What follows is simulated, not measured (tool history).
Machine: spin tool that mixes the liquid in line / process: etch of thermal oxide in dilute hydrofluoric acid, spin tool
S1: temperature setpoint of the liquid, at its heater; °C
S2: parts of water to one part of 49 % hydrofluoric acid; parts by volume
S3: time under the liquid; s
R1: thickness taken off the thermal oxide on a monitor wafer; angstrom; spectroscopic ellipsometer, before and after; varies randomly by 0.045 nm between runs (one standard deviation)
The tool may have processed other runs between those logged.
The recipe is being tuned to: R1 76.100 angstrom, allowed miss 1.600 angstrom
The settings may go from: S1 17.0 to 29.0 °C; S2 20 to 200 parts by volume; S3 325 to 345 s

| run | hour | S1 | S2 | S3 | R1 |
|---|---|---|---|---|---|
| 1 | 0.0 | 21.0 | 110 | 325 | 122.460 |
| 2 | 8.2 | 17.5 | 110 | 325 | 107.320 |
| 3 | 16.2 | 17.5 | 110 | 325 | 104.810 |
| 4 | 22.6 | 17.5 | 110 | 345 | 112.430 |
| 5 | 31.4 | 17.5 | 110 | 325 | 106.140 |
| 6 | 38.3 | 17.5 | 120 | 325 | 96.559 |
| 7 | 45.2 | 17.5 | 125 | 325 | 92.680 |
| 8 | 50.7 | 17.5 | 130 | 325 | 88.106 |
| 9 | 52.0 | 17.5 | 135 | 325 | 85.056 |
| 10 | 55.0 | 17.5 | 140 | 325 | 81.216 |

4 candidate next runs follow, results not yet known. Just one meets every target within its allowed miss. Identify it.
| A | 58.0 | 17.5 | 150 | 345 | ? |
| B | 58.0 | 17.0 | 150 | 340 | ? |
| C | 58.0 | 25.5 | 170 | 325 | ? |
| D | 58.0 | 17.0 | 140 | 325 | ? |

| move | R1 |
|---|---|
| A | 78.484 |
| B | 75.781 |
| C | 87.211 |
| D | 78.373 |
A: closer than the last run, but not yet in spec
B: hits every target within its allowed miss
C: further off than the last run
D: closer than the last run, but not yet in spec
Answer: B

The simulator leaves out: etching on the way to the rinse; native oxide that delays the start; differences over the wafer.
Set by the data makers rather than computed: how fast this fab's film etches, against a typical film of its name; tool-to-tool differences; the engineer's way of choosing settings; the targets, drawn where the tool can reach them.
